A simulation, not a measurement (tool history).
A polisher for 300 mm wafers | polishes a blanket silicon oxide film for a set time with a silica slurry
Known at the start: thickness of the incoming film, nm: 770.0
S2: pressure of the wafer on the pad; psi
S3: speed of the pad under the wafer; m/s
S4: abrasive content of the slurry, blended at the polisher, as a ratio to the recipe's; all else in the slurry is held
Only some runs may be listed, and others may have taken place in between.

run 1 hour=0.0 | flow_of_slurry_(ml/min)=305 S2=4.1 S3=1.42 S4=1.0 polishing_time_(s)=25 | film_removed_(angstrom)=878.81
run 2 hour=2.9 | flow_of_slurry_(ml/min)=305 S2=3.9 S3=1.42 S4=1.0 polishing_time_(s)=25 | film_removed_(angstrom)=834.27
run 3 hour=4.5 | flow_of_slurry_(ml/min)=305 S2=3.8 S3=1.42 S4=1.0 polishing_time_(s)=25 | film_removed_(angstrom)=822.85
run 4 hour=11.4 | flow_of_slurry_(ml/min)=305 S2=3.7 S3=1.42 S4=1.0 polishing_time_(s)=25 | film_removed_(angstrom)=803.82
run 5 hour=19.0 | flow_of_slurry_(ml/min)=305 S2=3.6 S3=1.42 S4=1.0 polishing_time_(s)=25 | film_removed_(angstrom)=777.06
run 6 hour=25.3 | flow_of_slurry_(ml/min)=275 S2=3.6 S3=1.42 S4=1.0 polishing_time_(s)=25 | film_removed_(angstrom)=755.91
run 7 hour=32.6 | flow_of_slurry_(ml/min)=270 S2=3.5 S3=1.42 S4=1.0 polishing_time_(s)=25 | film_removed_(angstrom)=745.84

The next listed run, before its measurement:
run 8 hour=38.5 | flow_of_slurry_(ml/min)=265 S2=3.4 S3=1.42 S4=1.0 polishing_time_(s)=25 | film_removed_(angstrom)=?

{"run 8": {"film removed (angstrom)": 740.61}}
